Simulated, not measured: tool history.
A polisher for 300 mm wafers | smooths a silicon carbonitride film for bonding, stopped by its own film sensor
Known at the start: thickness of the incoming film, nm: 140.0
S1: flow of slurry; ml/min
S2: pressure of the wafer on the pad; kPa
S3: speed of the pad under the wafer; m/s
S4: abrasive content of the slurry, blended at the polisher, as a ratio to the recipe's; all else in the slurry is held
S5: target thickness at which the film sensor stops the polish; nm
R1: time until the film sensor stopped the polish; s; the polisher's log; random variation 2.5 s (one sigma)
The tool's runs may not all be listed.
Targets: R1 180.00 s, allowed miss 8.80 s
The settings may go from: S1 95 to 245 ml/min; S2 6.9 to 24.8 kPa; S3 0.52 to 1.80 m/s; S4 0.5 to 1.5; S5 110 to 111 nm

{"run": 1, "hour": 0.0, "S1": 155, "S2": 15.9, "S3": 1.16, "S4": 1.0, "S5": 111, "R1": 107.45}
{"run": 2, "hour": 0.5, "S1": 155, "S2": 15.9, "S3": 1.16, "S4": 1.0, "S5": 111, "R1": 106.65}
{"run": 3, "hour": 1.5, "S1": 155, "S2": 13.8, "S3": 1.14, "S4": 1.0, "S5": 111, "R1": 121.62}
{"run": 4, "hour": 5.4, "S1": 155, "S2": 13.8, "S3": 1.3, "S4": 1.0, "S5": 111, "R1": 112.97}
{"run": 5, "hour": 8.7, "S1": 155, "S2": 11.7, "S3": 1.28, "S4": 1.0, "S5": 111, "R1": 127.47}
{"run": 6, "hour": 15.9, "S1": 155, "S2": 10.3, "S3": 1.28, "S4": 1.0, "S5": 111, "R1": 142.99}
{"run": 7, "hour": 20.4, "S1": 155, "S2": 9.7, "S3": 1.28, "S4": 1.0, "S5": 111, "R1": 146.22}
{"run": 8, "hour": 24.5, "S1": 150, "S2": 6.9, "S3": 1.2, "S4": 1.0, "S5": 111, "R1": 193.85}
{"run": 9, "hour": 30.3, "S1": 155, "S2": 6.9, "S3": 1.2, "S4": 1.0, "S5": 111, "R1": 192.64}

4 next moves are on the table. One of them brings every result within its allowed miss. Which?
{"run": "A", "hour": 36.1, "S1": 185, "S2": 6.9, "S3": 0.98, "S4": 1.0, "S5": 111, "R1": "?"}
{"run": "B", "hour": 36.1, "S1": 185, "S2": 7.6, "S3": 0.96, "S4": 0.9, "S5": 110, "R1": "?"}
{"run": "C", "hour": 36.1, "S1": 155, "S2": 7.6, "S3": 1.26, "S4": 1.0, "S5": 110, "R1": "?"}
{"run": "D", "hour": 36.1, "S1": 135, "S2": 6.9, "S3": 1.22, "S4": 1.0, "S5": 110, "R1": "?"}

move=A R1=199.77
move=B R1=204.56
move=C R1=174.83
move=D R1=194.62
A: further off than the last run
B: further off than the last run
C: meets every target
D: further off than the last run
The right move is C.
